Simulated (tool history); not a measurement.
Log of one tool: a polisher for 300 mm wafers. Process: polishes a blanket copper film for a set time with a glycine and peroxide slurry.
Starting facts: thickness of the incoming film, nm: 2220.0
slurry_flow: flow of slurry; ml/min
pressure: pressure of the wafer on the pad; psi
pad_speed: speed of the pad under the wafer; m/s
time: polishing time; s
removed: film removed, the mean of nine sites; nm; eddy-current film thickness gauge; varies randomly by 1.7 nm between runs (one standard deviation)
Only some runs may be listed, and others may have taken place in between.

run	hour	slurry_flow	pressure	pad_speed	time	removed
1	0	290	3.3	1.28	50	397.24
2	5.4	290	2.8	1.28	50	342.91
3	6.4	290	3.2	1.28	50	392.62
4	8.1	290	2.8	1.28	50	349.42
5	9.1	290	2.5	1.28	50	315.14
6	13.8	290	2.3	1.28	50	296.25
7	17.4	290	2.1	1.28	50	274.67

Run 8 comes next. What will it give?
8	21	290	2	1.28	50	?

Run 8 came out at removed 264.21 nm.
